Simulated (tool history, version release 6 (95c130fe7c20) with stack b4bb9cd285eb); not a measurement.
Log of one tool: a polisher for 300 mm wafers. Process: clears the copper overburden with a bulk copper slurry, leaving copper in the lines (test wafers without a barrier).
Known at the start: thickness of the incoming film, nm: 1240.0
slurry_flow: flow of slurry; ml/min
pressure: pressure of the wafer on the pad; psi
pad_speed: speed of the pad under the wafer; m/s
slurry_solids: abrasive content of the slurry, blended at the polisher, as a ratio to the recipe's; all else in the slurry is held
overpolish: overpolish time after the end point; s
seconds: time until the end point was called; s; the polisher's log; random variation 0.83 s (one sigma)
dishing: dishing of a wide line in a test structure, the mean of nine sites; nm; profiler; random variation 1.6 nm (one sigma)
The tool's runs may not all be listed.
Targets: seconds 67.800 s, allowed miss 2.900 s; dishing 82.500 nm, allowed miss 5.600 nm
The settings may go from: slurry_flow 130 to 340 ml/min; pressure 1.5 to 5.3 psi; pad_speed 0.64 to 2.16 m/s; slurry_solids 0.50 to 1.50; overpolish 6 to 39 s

run  hour  slurry_flow  pressure  pad_speed  slurry_solids  overpolish  seconds  dishing
  1   0.0          220       3.4       1.40           1.00          20   84.853   91.167
  2   7.3          220       3.5       1.40           1.00          18   80.519   88.407
  3  15.6          220       3.5       1.68           1.00          18   68.052   90.296
  4  22.9          220       3.5       1.68           1.00          17   67.677   92.829
  5  26.9          220       3.5       1.68           1.00          24   69.786   97.854
  6  28.3          220       3.5       1.68           1.00          22   69.669   96.598
  7  30.2          220       3.5       1.68           1.00          20   67.243   96.577
  8  37.2          220       3.1       1.72           1.00          10   74.734   70.942

Which of these 5 next moves meets every target?
  A  44.2          325       3.3       1.98           0.90          11        ?        ?
  B  44.2          255       2.8       2.16           0.90          10        ?        ?
  C  44.2          260       4.6       1.28           0.95          11        ?        ?
  D  44.2          195       3.3       1.72           0.85          11        ?        ?
  E  44.2          220       3.5       1.86           0.95           8        ?        ?

move  seconds  dishing
   A   61.761   81.942
   B   68.075   73.561
   C   68.597   82.449
   D   76.623   74.766
   E   63.509   70.657
A: takes the result that was furthest off past its target
B: brings the result that was furthest off to its target, and leaves another outside
C: meets every target
D: further off than the last run
E: takes the result that was furthest off past its target
The right move is C.
